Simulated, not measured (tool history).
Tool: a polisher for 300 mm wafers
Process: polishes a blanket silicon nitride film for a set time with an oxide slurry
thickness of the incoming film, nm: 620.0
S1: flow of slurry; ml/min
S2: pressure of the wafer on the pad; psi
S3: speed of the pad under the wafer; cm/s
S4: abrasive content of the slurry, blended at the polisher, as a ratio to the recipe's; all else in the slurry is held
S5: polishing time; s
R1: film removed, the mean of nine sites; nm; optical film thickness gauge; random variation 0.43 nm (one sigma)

run 1 hour=0.0 | S1=165 S2=4.0 S3=92 S4=1.0 S5=48 | R1=28.926
run 2 hour=4.5 | S1=185 S2=4.0 S3=92 S4=1.0 S5=48 | R1=29.009
run 3 hour=12.5 | S1=185 S2=4.2 S3=92 S4=1.0 S5=48 | R1=30.525
run 4 hour=21.1 | S1=185 S2=4.4 S3=92 S4=1.0 S5=48 | R1=31.758
run 5 hour=26.3 | S1=185 S2=3.6 S3=92 S4=1.0 S5=48 | R1=26.429
run 6 hour=31.2 | S1=185 S2=4.0 S3=92 S4=1.0 S5=48 | R1=28.876

Run 7 comes next. What will it give?
run 7 hour=37.2 | S1=205 S2=5.1 S3=94 S4=1.0 S5=48 | R1=?

Run 7 gave R1 38.363 nm.
